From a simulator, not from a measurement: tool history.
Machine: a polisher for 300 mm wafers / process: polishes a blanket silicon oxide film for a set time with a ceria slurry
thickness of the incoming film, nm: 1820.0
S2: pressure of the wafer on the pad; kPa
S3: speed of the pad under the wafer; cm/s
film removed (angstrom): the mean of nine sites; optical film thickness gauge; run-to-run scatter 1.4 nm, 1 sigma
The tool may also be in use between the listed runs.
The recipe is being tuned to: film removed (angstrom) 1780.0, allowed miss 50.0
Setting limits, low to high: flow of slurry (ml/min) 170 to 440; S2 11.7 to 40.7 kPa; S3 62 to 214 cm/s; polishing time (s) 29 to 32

Run 1, hour 0.0: flow of slurry (ml/min) 280, S2 26.2 kPa, S3 138 cm/s, polishing time (s) 32. Result: film removed (angstrom) 2135.1.
Run 2, hour 1.5: flow of slurry (ml/min) 280, S2 26.2 kPa, S3 138 cm/s, polishing time (s) 29. Result: film removed (angstrom) 1941.5.
Run 3, hour 8.2: flow of slurry (ml/min) 280, S2 25.5 kPa, S3 138 cm/s, polishing time (s) 29. Result: film removed (angstrom) 1893.5.
Run 4, hour 8.8: flow of slurry (ml/min) 315, S2 25.5 kPa, S3 138 cm/s, polishing time (s) 29. Result: film removed (angstrom) 1922.9.
Run 5, hour 15.8: flow of slurry (ml/min) 250, S2 25.5 kPa, S3 138 cm/s, polishing time (s) 29. Result: film removed (angstrom) 1867.7.
Run 6, hour 19.9: flow of slurry (ml/min) 250, S2 25.5 kPa, S3 138 cm/s, polishing time (s) 29. Result: film removed (angstrom) 1861.7.
At hour 23.6: worn pad replaced by a new one.
Run 7, hour 23.6: flow of slurry (ml/min) 240, S2 25.5 kPa, S3 138 cm/s, polishing time (s) 29. Result: film removed (angstrom) 2040.4.
Run 8, hour 27.5: flow of slurry (ml/min) 265, S2 25.5 kPa, S3 138 cm/s, polishing time (s) 29. Result: film removed (angstrom) 2058.5.
Run 9, hour 35.9: flow of slurry (ml/min) 280, S2 24.1 kPa, S3 138 cm/s, polishing time (s) 29. Result: film removed (angstrom) 1950.6.
Run 10, hour 36.8: flow of slurry (ml/min) 280, S2 22.8 kPa, S3 136 cm/s, polishing time (s) 29. Result: film removed (angstrom) 1820.8.

Exactly one of the 4 candidate moves below puts every result within its allowed miss. Which one?
Run A, hour 37.7: flow of slurry (ml/min) 285, S2 22.1 kPa, S3 138 cm/s, polishing time (s) 30. Result: film removed (angstrom) ?.
Run B, hour 37.7: flow of slurry (ml/min) 320, S2 24.1 kPa, S3 108 cm/s, polishing time (s) 31. Result: film removed (angstrom) ?.
Run C, hour 37.7: flow of slurry (ml/min) 265, S2 24.1 kPa, S3 136 cm/s, polishing time (s) 29. Result: film removed (angstrom) ?.
Run D, hour 37.7: flow of slurry (ml/min) 275, S2 23.4 kPa, S3 140 cm/s, polishing time (s) 30. Result: film removed (angstrom) ?.

move  film removed (angstrom)
   A                   1867.9
   B                   1779.5
   C                   1933.6
   D                   1995.1
A: its largest miss is bigger than the last run's
B: every result within its allowed miss
C: its largest miss is bigger than the last run's
D: its largest miss is bigger than the last run's
Move B is the one to make.
